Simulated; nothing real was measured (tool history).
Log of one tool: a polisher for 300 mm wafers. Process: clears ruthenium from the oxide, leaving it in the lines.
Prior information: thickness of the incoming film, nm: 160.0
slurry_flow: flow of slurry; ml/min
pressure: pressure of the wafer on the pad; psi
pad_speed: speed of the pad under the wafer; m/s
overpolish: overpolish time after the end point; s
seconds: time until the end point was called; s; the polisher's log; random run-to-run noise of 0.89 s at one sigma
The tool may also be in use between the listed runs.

| run | hour | slurry_flow | pressure | pad_speed | overpolish | seconds |
|---|---|---|---|---|---|---|
| 1 | 0 | 175 | 2.7 | 1.2 | 25 | 94.146 |
| 2 | 3.7 | 175 | 3 | 1.22 | 25 | 85.534 |
| 3 | 7.9 | 195 | 3 | 1.22 | 25 | 80.718 |
| 4 | 11.9 | 195 | 3.2 | 1.22 | 25 | 76.953 |
| 5 | 14.1 | 195 | 2.6 | 1.22 | 25 | 93.494 |
| 6 | 19.5 | 200 | 2.9 | 1.24 | 25 | 82.604 |
| 7 | 26.9 | 205 | 3.1 | 1.26 | 25 | 75.342 |

What will run 8 give?
| 8 | 33.6 | 210 | 3.3 | 1.28 | 25 | ? |

For run 8 the tool returned seconds 69.694 s.
